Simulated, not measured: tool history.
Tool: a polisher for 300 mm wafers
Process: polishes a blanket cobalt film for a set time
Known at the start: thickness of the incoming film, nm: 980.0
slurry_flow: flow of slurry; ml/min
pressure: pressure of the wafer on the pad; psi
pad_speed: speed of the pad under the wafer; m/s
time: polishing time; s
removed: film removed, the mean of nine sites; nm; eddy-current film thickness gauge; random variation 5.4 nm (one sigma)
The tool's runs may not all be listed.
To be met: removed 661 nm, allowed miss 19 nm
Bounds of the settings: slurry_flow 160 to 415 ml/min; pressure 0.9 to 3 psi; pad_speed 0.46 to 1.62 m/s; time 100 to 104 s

run 1 hour=0 | slurry_flow=265 pressure=1.9 pad_speed=1.04 time=100 | removed=460.42
run 2 hour=8.8 | slurry_flow=265 pressure=1.9 pad_speed=1.04 time=100 | removed=473.78
run 3 hour=13 | slurry_flow=265 pressure=2 pad_speed=1.04 time=100 | removed=489.12
run 4 hour=18.2 | slurry_flow=265 pressure=2.1 pad_speed=1.04 time=100 | removed=506.03
run 5 hour=19.3 | slurry_flow=265 pressure=2.5 pad_speed=1.04 time=100 | removed=606.25
run 6 hour=27.8 | slurry_flow=265 pressure=2.1 pad_speed=1.04 time=100 | removed=514.47
run 7 hour=35.1 | slurry_flow=265 pressure=2.2 pad_speed=1.04 time=100 | removed=534.13
run 8 hour=40.8 | slurry_flow=265 pressure=2.3 pad_speed=1.04 time=100 | removed=559.59
run 9 hour=45.8 | slurry_flow=265 pressure=2.4 pad_speed=1.04 time=100 | removed=588.98
run 10 hour=53.1 | slurry_flow=275 pressure=2.6 pad_speed=1.04 time=100 | removed=642.67
run 11 hour=56 | slurry_flow=280 pressure=2.6 pad_speed=1.04 time=100 | removed=632.08
run 12 hour=61.8 | slurry_flow=280 pressure=2.6 pad_speed=1.04 time=100 | removed=637.84

5 next moves are on the table. One of them brings every result within its allowed miss. Which?
run A hour=67.6 | slurry_flow=245 pressure=2.6 pad_speed=1.02 time=101 | removed=?
run B hour=67.6 | slurry_flow=245 pressure=2.3 pad_speed=1.1 time=102 | removed=?
run C hour=67.6 | slurry_flow=300 pressure=2.5 pad_speed=0.98 time=104 | removed=?
run D hour=67.6 | slurry_flow=280 pressure=2.5 pad_speed=1.08 time=100 | removed=?
run E hour=67.6 | slurry_flow=315 pressure=2.5 pad_speed=1.08 time=102 | removed=?

move=A removed=621.17
move=B removed=599.83
move=C removed=605.61
move=D removed=635.44
move=E removed=655.64
A: further off than the last run
B: further off than the last run
C: further off than the last run
D: further off than the last run
E: meets every target
Move E is the one to make.

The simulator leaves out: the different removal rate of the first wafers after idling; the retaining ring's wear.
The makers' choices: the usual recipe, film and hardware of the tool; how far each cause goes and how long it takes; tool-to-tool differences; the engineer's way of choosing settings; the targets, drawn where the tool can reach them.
